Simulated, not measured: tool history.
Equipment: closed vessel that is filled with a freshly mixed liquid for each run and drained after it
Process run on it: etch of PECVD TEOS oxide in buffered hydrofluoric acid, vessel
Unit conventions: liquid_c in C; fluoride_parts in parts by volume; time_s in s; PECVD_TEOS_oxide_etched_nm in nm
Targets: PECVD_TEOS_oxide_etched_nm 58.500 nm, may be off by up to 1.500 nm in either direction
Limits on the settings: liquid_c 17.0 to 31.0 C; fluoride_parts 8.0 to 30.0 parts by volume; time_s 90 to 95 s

| run | hour | liquid_c | fluoride_parts | time_s | PECVD_TEOS_oxide_etched_nm |
|---|---|---|---|---|---|
| 1 | 0.0 | 23.0 | 21.5 | 90 | 66.978 |
| 2 | 1.3 | 23.0 | 24.5 | 90 | 61.673 |
| 3 | 2.3 | 25.0 | 24.5 | 90 | 68.783 |
| 4 | 4.5 | 24.0 | 24.5 | 90 | 64.437 |
| 5 | 5.7 | 23.5 | 24.5 | 90 | 62.704 |
| 6 | 13.4 | 25.5 | 24.5 | 90 | 70.412 |
| 7 | 16.4 | 24.5 | 24.5 | 90 | 66.226 |
| 8 | 24.6 | 24.0 | 24.5 | 90 | 64.537 |
| 9 | 26.4 | 24.0 | 24.5 | 90 | 64.711 |
| 10 | 35.4 | 23.5 | 24.5 | 90 | 63.032 |
| 11 | 42.2 | 23.0 | 24.5 | 90 | 61.057 |
|  | 47.7 | hydrofluoric acid flow meter replaced |
| 12 | 47.7 | 22.5 | 24.5 | 90 | 63.015 |
| 13 | 49.5 | 22.0 | 24.5 | 90 | 60.927 |

Exercise: of the 5 proposed moves below, exactly one satisfies all targets within the stated allowed misses. Which move is it?
| A | 51.3 | 22.0 | 25.5 | 95 | ? |
| B | 51.3 | 21.0 | 26.0 | 95 | ? |
| C | 51.3 | 22.5 | 29.0 | 90 | ? |
| D | 51.3 | 23.0 | 25.5 | 90 | ? |
| E | 51.3 | 22.0 | 24.0 | 90 | ? |

| move | PECVD_TEOS_oxide_etched_nm |
|---|---|
| A | 62.296 |
| B | 58.133 |
| C | 55.527 |
| D | 62.379 |
| E | 61.538 |
A: moves away from the targets compared with the last run
B: hits every target within its allowed miss
C: takes the biggest miss from the last run beyond its target
D: moves away from the targets compared with the last run
E: moves away from the targets compared with the last run
The move that meets every target is B.

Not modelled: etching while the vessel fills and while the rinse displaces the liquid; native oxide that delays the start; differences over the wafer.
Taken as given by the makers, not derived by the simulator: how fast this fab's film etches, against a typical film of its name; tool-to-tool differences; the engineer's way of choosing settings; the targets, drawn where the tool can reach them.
